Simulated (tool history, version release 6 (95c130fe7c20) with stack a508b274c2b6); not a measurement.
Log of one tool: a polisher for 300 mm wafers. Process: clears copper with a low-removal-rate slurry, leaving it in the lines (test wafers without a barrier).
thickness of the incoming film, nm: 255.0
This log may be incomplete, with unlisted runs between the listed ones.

run  hour  flow of slurry (ml/min)  pressure of the wafer on the pad (psi)  speed of the pad under the wafer (m/s)  abrasive content of the slurry  overpolish time after the end point (s)  time until the end point was called (s)  dishing of a wide line in a test structure (angstrom)
  1     0                      175                                       2                                    0.92                               1                                        9                                   109.78                                                 155.23
  2   7.9                      180                                     2.1                                    0.94                               1                                        8                                   98.718                                                 147.97
  3  14.1                      190                                     2.2                                    0.94                               1                                        7                                   97.564                                                 135.46
  4  15.5                      220                                     2.2                                    0.94                               1                                        7                                   91.462                                                 138.24
  5  19.3                      230                                     2.3                                    0.94                               1                                        6                                   89.211                                                 122.83
  6  20.2                      235                                     2.4                                    0.94                               1                                        5                                    86.06                                                 113.16

Run 7, settings as shown, results not yet in. Your forecast:
  7  25.5                      240                                     2.5                                    0.94                               1                                        5                                        ?                                                      ?

Run 7 yielded time until the end point was called (s) 82.149, dishing of a wide line in a test structure (angstrom) 118.1.
